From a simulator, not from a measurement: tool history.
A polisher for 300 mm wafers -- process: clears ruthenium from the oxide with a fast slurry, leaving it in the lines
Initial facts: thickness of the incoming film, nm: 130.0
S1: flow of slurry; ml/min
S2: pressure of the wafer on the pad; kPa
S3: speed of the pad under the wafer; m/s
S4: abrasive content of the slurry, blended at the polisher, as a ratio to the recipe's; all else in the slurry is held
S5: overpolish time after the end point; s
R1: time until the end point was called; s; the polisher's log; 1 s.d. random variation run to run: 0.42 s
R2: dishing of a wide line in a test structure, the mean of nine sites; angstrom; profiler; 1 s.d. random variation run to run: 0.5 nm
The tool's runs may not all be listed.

Run 1, day 0.000: S1 320 ml/min, S2 16.5 kPa, S3 1.28 m/s, S4 1.0, S5 19 s. Result: R1 33.164 s, R2 584.53 angstrom.
Run 2, day 0.212: S1 320 ml/min, S2 15.9 kPa, S3 1.28 m/s, S4 1.0, S5 17 s. Result: R1 34.842 s, R2 506.40 angstrom.
Run 3, day 0.379: S1 285 ml/min, S2 15.9 kPa, S3 1.28 m/s, S4 1.0, S5 17 s. Result: R1 34.755 s, R2 502.19 angstrom.
Run 4, day 0.488: S1 285 ml/min, S2 15.2 kPa, S3 1.28 m/s, S4 1.0, S5 16 s. Result: R1 36.071 s, R2 461.46 angstrom.
Run 5, day 0.525: S1 285 ml/min, S2 15.2 kPa, S3 1.02 m/s, S4 1.0, S5 16 s. Result: R1 44.029 s, R2 386.88 angstrom.
Run 6, day 0.800: S1 285 ml/min, S2 15.2 kPa, S3 1.02 m/s, S4 1.0, S5 15 s. Result: R1 44.583 s, R2 355.45 angstrom.
Run 7, day 1.075: S1 285 ml/min, S2 15.2 kPa, S3 1.02 m/s, S4 1.0, S5 14 s. Result: R1 44.737 s, R2 345.21 angstrom.

Predict the results of run 8:
Run 8, day 1.396: S1 285 ml/min, S2 15.2 kPa, S3 1.02 m/s, S4 1.0, S5 14 s. Result: R1 ?, R2 ?.

{"run 8": {"R1": 44.22, "R2": 332.98}}
